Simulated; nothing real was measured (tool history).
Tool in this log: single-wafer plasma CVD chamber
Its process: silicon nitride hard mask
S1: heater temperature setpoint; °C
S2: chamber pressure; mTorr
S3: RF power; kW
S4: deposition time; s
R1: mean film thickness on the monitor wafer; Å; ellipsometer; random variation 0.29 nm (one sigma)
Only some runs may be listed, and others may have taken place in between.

run    day   S1    S2     S3    S4      R1
  1  0.000  420  1170  0.280  84.2  811.12
  2  0.100  420  1030  0.280  84.2  772.97
  3  0.238  420  1020  0.280  84.2  771.43
  4  0.321  420  1020  0.305  84.2  838.24
  5  0.471  420  1020  0.305  84.2  830.03
  6  0.612  420  1020  0.305  86.8  862.16
  7  0.846  420   950  0.300  86.8  829.62
  8  1.154  420   890  0.300  86.8  805.72
     1.458  -- thermocouple changed; heater temperature recalibrated
  9  1.458  420   850  0.300  86.8  784.99

Run 10 is up next; what results do you expect?
 10  1.679  420  830  0.300  86.8   ?

{"run 10": {"R1": 780.43}}

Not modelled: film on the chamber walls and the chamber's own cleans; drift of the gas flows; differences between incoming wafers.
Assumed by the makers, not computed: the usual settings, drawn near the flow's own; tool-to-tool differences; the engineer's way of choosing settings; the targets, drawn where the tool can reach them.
